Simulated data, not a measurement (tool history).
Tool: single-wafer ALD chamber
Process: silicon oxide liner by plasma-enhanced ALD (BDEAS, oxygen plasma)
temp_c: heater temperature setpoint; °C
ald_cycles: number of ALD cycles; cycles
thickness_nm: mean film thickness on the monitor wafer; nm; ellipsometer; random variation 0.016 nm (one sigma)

| run | hour | temp_c | ald_cycles | thickness_nm |
|---|---|---|---|---|
| 1 | 0.0 | 320 | 42 | 3.7032 |
| 2 | 1.4 | 311 | 42 | 3.7597 |
| 3 | 8.7 | 311 | 39 | 3.4949 |
| 4 | 10.6 | 311 | 40 | 3.6015 |
| 5 | 17.3 | 300 | 40 | 3.7219 |
| 6 | 23.8 | 300 | 35 | 3.2637 |

The next listed run, before its measurement:
| 7 | 29.1 | 300 | 36 | ? |

{"run 7": {"thickness_nm": 3.3625}}
